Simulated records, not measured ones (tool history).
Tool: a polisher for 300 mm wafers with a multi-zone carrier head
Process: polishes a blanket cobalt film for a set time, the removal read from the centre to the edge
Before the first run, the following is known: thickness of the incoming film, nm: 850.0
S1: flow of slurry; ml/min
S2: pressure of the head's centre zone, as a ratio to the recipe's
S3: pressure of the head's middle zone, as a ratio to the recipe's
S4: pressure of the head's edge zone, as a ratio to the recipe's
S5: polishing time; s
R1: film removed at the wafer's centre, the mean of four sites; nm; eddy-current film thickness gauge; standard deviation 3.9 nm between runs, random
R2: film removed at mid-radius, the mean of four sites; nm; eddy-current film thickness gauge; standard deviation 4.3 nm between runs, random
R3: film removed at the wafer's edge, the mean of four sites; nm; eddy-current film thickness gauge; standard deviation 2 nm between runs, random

run,hour,S1,S2,S3,S4,S5,R1,R2,R3
1,0.0,200,1.00,1.00,1.00,64,245.18,243.92,240.88
2,8.2,205,1.01,1.02,1.02,65,251.16,251.83,244.05
3,12.9,205,1.01,0.97,1.02,65,249.65,252.95,248.39
4,18.3,160,1.01,0.97,1.02,65,239.31,240.27,240.18
5,26.9,160,1.01,0.97,1.02,80,292.69,295.48,294.14
6,28.7,160,1.05,0.97,1.02,80,309.77,304.54,293.70
7,35.0,155,1.04,0.98,1.02,80,296.71,305.54,298.78

For run 8, what comes out?
8,40.1,145,1.03,1.00,0.94,79,?,?,?

{"run 8": {"R1": 290.18, "R2": 294.61, "R3": 275.08}}
